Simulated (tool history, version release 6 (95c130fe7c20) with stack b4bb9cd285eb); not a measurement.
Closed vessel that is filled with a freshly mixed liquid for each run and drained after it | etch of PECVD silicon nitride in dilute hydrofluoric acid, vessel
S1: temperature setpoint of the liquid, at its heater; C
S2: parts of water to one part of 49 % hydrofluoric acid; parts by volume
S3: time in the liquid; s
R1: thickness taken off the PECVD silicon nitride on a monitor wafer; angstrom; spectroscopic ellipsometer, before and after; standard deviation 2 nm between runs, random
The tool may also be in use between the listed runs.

{"run": 1, "hour": 0.0, "S1": 22, "S2": 45, "S3": 1545, "R1": 869.5}
{"run": 2, "hour": 5.3, "S1": 19.5, "S2": 45, "S3": 1545, "R1": 740.55}
{"run": 3, "hour": 13.6, "S1": 19.5, "S2": 45, "S3": 1545, "R1": 736.13}
{"run": 4, "hour": 16.1, "S1": 22, "S2": 40, "S3": 1560, "R1": 992.21}
{"run": 5, "hour": 21.9, "S1": 22, "S2": 40, "S3": 1645, "R1": 1037.6}
{"run": 6, "hour": 27.1, "S1": 22, "S2": 40, "S3": 1645, "R1": 1059.8}
{"run": 7, "hour": 31.2, "S1": 24, "S2": 35, "S3": 1645, "R1": 1366.8}
{"run": 8, "hour": 37.5, "S1": 25.5, "S2": 30, "S3": 1645, "R1": 1758.6}
{"run": 9, "hour": 42.5, "S1": 26.5, "S2": 30, "S3": 1645, "R1": 1910.4}
{"run": 10, "hour": 48.7, "S1": 27.5, "S2": 30, "S3": 1645, "R1": 2017.3}
{"run": 11, "hour": 55.1, "S1": 28, "S2": 30, "S3": 1645, "R1": 2087.7}

What will run 12 give?
{"run": 12, "hour": 60.7, "S1": 30, "S2": 25, "S3": 1645, "R1": "?"}

{"run 12": {"R1": 2888}}
